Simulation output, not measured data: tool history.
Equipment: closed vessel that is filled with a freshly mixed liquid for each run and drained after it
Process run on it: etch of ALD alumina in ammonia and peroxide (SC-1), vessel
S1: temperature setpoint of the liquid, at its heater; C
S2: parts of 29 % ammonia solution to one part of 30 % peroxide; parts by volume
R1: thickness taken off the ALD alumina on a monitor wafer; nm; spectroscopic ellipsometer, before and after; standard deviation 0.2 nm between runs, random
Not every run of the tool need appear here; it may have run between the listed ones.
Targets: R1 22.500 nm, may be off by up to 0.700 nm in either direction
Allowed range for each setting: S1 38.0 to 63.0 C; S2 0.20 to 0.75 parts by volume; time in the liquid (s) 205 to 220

Run 1, hour 0.0: S1 47.0 C, S2 0.45 parts by volume, time in the liquid (s) 205. Result: R1 11.196 nm.
Run 2, hour 7.5: S1 51.0 C, S2 0.45 parts by volume, time in the liquid (s) 205. Result: R1 13.937 nm.
Run 3, hour 14.8: S1 51.0 C, S2 0.35 parts by volume, time in the liquid (s) 205. Result: R1 13.673 nm.
Run 4, hour 23.2: S1 54.0 C, S2 0.35 parts by volume, time in the liquid (s) 205. Result: R1 15.597 nm.
Run 5, hour 30.3: S1 54.0 C, S2 0.50 parts by volume, time in the liquid (s) 205. Result: R1 16.757 nm.
Run 6, hour 35.0: S1 55.5 C, S2 0.50 parts by volume, time in the liquid (s) 205. Result: R1 17.912 nm.
Run 7, hour 36.3: S1 55.5 C, S2 0.50 parts by volume, time in the liquid (s) 205. Result: R1 17.643 nm.
Run 8, hour 43.4: S1 57.0 C, S2 0.50 parts by volume, time in the liquid (s) 205. Result: R1 19.104 nm.
Run 9, hour 44.3: S1 58.0 C, S2 0.50 parts by volume, time in the liquid (s) 205. Result: R1 20.247 nm.

4 next moves are on the table. One of them brings every result within its allowed miss. Which?
Run A, hour 45.2: S1 60.5 C, S2 0.55 parts by volume, time in the liquid (s) 215. Result: R1 ?.
Run B, hour 45.2: S1 57.0 C, S2 0.50 parts by volume, time in the liquid (s) 205. Result: R1 ?.
Run C, hour 45.2: S1 59.0 C, S2 0.40 parts by volume, time in the liquid (s) 210. Result: R1 ?.
Run D, hour 45.2: S1 60.0 C, S2 0.45 parts by volume, time in the liquid (s) 205. Result: R1 ?.

move      R1
   A  24.479
   B  19.297
   C  21.478
   D  22.322
A: carries the result that was furthest off beyond its target, to the other side
B: moves away from the targets compared with the last run
C: better than the last run, though not everything is in spec
D: hits every target within its allowed miss
The right move is D.
